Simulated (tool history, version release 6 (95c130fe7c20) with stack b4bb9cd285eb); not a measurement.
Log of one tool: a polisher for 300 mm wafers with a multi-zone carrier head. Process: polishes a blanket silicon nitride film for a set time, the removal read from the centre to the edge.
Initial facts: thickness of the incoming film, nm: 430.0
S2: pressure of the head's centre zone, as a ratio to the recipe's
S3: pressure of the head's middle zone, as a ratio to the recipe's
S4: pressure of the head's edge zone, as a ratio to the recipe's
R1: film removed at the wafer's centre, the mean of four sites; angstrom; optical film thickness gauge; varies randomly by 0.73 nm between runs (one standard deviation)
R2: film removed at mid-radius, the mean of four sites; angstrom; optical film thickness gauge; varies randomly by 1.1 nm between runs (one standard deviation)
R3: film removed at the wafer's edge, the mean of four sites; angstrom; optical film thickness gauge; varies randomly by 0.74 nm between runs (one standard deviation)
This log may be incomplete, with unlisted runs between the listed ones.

{"run": 1, "hour": 0.0, "flow of slurry (ml/min)": 240, "S2": 1.0, "S3": 1.0, "S4": 1.0, "polishing time (s)": 41, "R1": 668.73, "R2": 674.23, "R3": 685.97}
{"run": 2, "hour": 8.0, "flow of slurry (ml/min)": 240, "S2": 1.0, "S3": 0.92, "S4": 1.0, "polishing time (s)": 41, "R1": 668.04, "R2": 624.71, "R3": 694.93}
{"run": 3, "hour": 12.7, "flow of slurry (ml/min)": 185, "S2": 1.0, "S3": 0.92, "S4": 1.0, "polishing time (s)": 41, "R1": 647.59, "R2": 638.44, "R3": 679.5}
{"run": 4, "hour": 20.4, "flow of slurry (ml/min)": 185, "S2": 1.0, "S3": 0.92, "S4": 1.0, "polishing time (s)": 50, "R1": 785.5, "R2": 787.82, "R3": 834.86}
{"run": 5, "hour": 27.5, "flow of slurry (ml/min)": 185, "S2": 1.0, "S3": 0.84, "S4": 1.0, "polishing time (s)": 50, "R1": 794.69, "R2": 720.37, "R3": 839.84}
{"run": 6, "hour": 29.3, "flow of slurry (ml/min)": 185, "S2": 1.0, "S3": 0.81, "S4": 1.0, "polishing time (s)": 50, "R1": 808.06, "R2": 712.6, "R3": 833.33}

Expected results for the next run?
{"run": 7, "hour": 37.1, "flow of slurry (ml/min)": 185, "S2": 1.01, "S3": 0.84, "S4": 0.99, "polishing time (s)": 50, "R1": "?", "R2": "?", "R3": "?"}

{"run 7": {"R1": 807.98, "R2": 715.39, "R3": 836.34}}

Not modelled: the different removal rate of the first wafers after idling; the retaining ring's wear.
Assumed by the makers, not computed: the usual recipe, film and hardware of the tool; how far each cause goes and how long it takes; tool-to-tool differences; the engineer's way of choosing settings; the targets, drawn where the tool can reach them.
